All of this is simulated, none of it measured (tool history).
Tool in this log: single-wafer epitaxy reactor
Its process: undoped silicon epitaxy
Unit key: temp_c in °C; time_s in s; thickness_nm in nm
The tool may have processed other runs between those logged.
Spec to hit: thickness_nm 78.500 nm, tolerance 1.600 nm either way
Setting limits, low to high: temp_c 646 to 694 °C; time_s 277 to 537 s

{"run": 1, "hour": 0.0, "temp_c": 670, "time_s": 407, "thickness_nm": 101.01}
{"run": 2, "hour": 3.0, "temp_c": 670, "time_s": 437, "thickness_nm": 108.49}
{"run": 3, "hour": 5.5, "temp_c": 666, "time_s": 436, "thickness_nm": 98.222}
{"run": 4, "hour": 11.3, "temp_c": 664, "time_s": 436, "thickness_nm": 94.505}
{"run": 5, "hour": 14.4, "temp_c": 664, "time_s": 469, "thickness_nm": 100.98}
{"run": 6, "hour": 17.3, "temp_c": 664, "time_s": 521, "thickness_nm": 111.69}
{"run": 7, "hour": 22.3, "temp_c": 660, "time_s": 520, "thickness_nm": 101.54}
{"run": 8, "hour": 29.6, "temp_c": 657, "time_s": 519, "thickness_nm": 94.846}
{"run": 9, "hour": 30.7, "temp_c": 655, "time_s": 519, "thickness_nm": 90.6}
{"run": 10, "hour": 32.8, "temp_c": 653, "time_s": 519, "thickness_nm": 84.781}
{"run": 11, "hour": 34.7, "temp_c": 652, "time_s": 519, "thickness_nm": 82.33}
{"run": 12, "hour": 41.3, "temp_c": 651, "time_s": 519, "thickness_nm": 81.3}
{"run": 13, "hour": 47.8, "temp_c": 651, "time_s": 519, "thickness_nm": 82.699}

Exercise: of the 4 proposed moves below, exactly one satisfies all targets within the stated allowed misses. Which move is it?
{"run": "A", "hour": 54.3, "temp_c": 649, "time_s": 526, "thickness_nm": "?"}
{"run": "B", "hour": 54.3, "temp_c": 652, "time_s": 537, "thickness_nm": "?"}
{"run": "C", "hour": 54.3, "temp_c": 654, "time_s": 491, "thickness_nm": "?"}
{"run": "D", "hour": 54.3, "temp_c": 652, "time_s": 466, "thickness_nm": "?"}

move=A thickness_nm=79.482
move=B thickness_nm=87.389
move=C thickness_nm=83.926
move=D thickness_nm=75.834
A: each result inside its tolerance
B: the biggest miss grows against the last run
C: the biggest miss grows against the last run
D: takes the biggest miss from the last run beyond its target
Move A is the one to make.
